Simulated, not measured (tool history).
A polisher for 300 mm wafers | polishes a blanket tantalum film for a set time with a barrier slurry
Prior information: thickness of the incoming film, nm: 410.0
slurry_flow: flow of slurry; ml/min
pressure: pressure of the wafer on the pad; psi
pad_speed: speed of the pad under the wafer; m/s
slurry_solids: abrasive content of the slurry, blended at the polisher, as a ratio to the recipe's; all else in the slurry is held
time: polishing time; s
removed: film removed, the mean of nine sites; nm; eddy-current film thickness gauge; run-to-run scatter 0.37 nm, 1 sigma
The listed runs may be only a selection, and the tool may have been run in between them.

{"run": 1, "hour": 0.0, "slurry_flow": 315, "pressure": 2.0, "pad_speed": 1.16, "slurry_solids": 1.0, "time": 29, "removed": 63.225}
{"run": 2, "hour": 3.4, "slurry_flow": 315, "pressure": 2.0, "pad_speed": 1.16, "slurry_solids": 1.0, "time": 25, "removed": 55.09}
{"run": 3, "hour": 4.7, "slurry_flow": 315, "pressure": 2.0, "pad_speed": 0.88, "slurry_solids": 1.0, "time": 25, "removed": 43.601}
{"run": 4, "hour": 11.0, "slurry_flow": 315, "pressure": 2.0, "pad_speed": 0.88, "slurry_solids": 1.0, "time": 29, "removed": 49.506}
{"run": 5, "hour": 12.5, "slurry_flow": 315, "pressure": 1.8, "pad_speed": 0.88, "slurry_solids": 1.0, "time": 29, "removed": 45.855}
{"run": 6, "hour": 20.1, "slurry_flow": 315, "pressure": 1.8, "pad_speed": 0.74, "slurry_solids": 1.0, "time": 29, "removed": 39.698}
{"run": 7, "hour": 24.6, "slurry_flow": 315, "pressure": 1.7, "pad_speed": 0.74, "slurry_solids": 1.0, "time": 29, "removed": 38.055}

Estimate the outcome of run 8 from the log above:
{"run": 8, "hour": 29.3, "slurry_flow": 315, "pressure": 1.6, "pad_speed": 0.74, "slurry_solids": 1.0, "time": 29, "removed": "?"}

removed: 35.402 nm
